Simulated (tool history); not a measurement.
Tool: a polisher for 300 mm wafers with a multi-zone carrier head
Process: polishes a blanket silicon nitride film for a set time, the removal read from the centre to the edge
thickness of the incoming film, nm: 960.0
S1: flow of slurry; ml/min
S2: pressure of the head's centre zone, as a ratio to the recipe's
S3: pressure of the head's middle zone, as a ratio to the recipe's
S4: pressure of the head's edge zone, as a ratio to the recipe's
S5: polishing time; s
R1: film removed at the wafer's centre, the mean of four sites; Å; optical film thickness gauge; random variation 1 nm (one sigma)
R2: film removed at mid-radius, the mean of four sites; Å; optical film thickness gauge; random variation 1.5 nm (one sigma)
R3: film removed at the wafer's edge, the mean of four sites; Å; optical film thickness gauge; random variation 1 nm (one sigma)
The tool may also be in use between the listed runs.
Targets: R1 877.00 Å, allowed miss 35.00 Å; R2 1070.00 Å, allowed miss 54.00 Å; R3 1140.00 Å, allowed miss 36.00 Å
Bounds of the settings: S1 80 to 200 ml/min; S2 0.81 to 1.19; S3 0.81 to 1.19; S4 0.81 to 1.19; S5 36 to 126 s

run	hour	S1	S2	S3	S4	S5	R1	R2	R3
1	0.0	130	1.00	1.00	1.00	81	1818.40	1807.80	1891.70
2	6.7	105	1.00	1.00	1.00	81	1661.10	1699.40	1801.60
3	12.8	105	1.00	1.00	1.08	81	1678.50	1665.60	1838.20
4	20.2	100	0.96	1.01	1.07	71	1350.30	1438.80	1622.90
5	23.0	100	0.95	1.03	1.04	63	1196.90	1332.80	1420.00
# hour 31.5: slurry nozzle cleaned
6	31.5	120	0.95	1.03	1.04	63	1370.10	1460.40	1508.40
7	35.1	110	0.93	1.02	1.02	59	1232.50	1316.60	1410.40
8	39.7	85	0.83	1.07	0.92	44	738.06	956.12	956.02
9	44.9	95	0.83	1.06	0.95	44	764.89	983.66	999.88

Which of these 5 next moves meets every target?
A	50.1	80	0.89	0.81	1.03	50	?	?	?
B	50.1	90	0.82	0.99	0.95	51	?	?	?
C	50.1	100	0.92	1.07	0.83	49	?	?	?
D	50.1	80	0.91	0.81	0.95	51	?	?	?
E	50.1	165	1.04	0.94	0.84	38	?	?	?

move	R1	R2	R3
A	884.60	859.80	1117.40
B	871.14	1077.90	1126.80
C	975.82	1141.40	1045.80
D	922.74	876.99	1100.80
E	973.76	887.98	883.98
A: brings the result that was furthest off to its target, and leaves another outside
B: meets every target
C: nearer than the last run, and not there yet
D: nearer than the last run, and not there yet
E: further off than the last run
Answer: B
